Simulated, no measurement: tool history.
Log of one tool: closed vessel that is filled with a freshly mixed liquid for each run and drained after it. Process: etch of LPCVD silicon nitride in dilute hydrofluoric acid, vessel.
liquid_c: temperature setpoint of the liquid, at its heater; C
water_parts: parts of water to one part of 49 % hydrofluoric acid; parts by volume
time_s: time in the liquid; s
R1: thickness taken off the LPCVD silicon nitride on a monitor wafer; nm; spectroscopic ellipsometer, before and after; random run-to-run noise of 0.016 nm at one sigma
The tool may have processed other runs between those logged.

Run 1, hour 0.0: liquid_c 26.0 C, water_parts 75 parts by volume, time_s 315 s. Result: R1 1.8432 nm.
Run 2, hour 7.2: liquid_c 28.5 C, water_parts 75 parts by volume, time_s 315 s. Result: R1 2.1954 nm.
Run 3, hour 9.5: liquid_c 28.5 C, water_parts 50 parts by volume, time_s 315 s. Result: R1 3.2693 nm.
Run 4, hour 16.9: liquid_c 27.0 C, water_parts 50 parts by volume, time_s 315 s. Result: R1 2.9684 nm.
Run 5, hour 19.1: liquid_c 27.0 C, water_parts 50 parts by volume, time_s 315 s. Result: R1 2.9603 nm.
Run 6, hour 25.7: liquid_c 27.0 C, water_parts 70 parts by volume, time_s 315 s. Result: R1 2.1463 nm.
Run 7, hour 27.6: liquid_c 27.5 C, water_parts 70 parts by volume, time_s 315 s. Result: R1 2.1891 nm.

For run 8, what comes out?
Run 8, hour 35.3: liquid_c 28.0 C, water_parts 70 parts by volume, time_s 315 s. Result: R1 ?.

{"run 8": {"R1": 2.2643}}

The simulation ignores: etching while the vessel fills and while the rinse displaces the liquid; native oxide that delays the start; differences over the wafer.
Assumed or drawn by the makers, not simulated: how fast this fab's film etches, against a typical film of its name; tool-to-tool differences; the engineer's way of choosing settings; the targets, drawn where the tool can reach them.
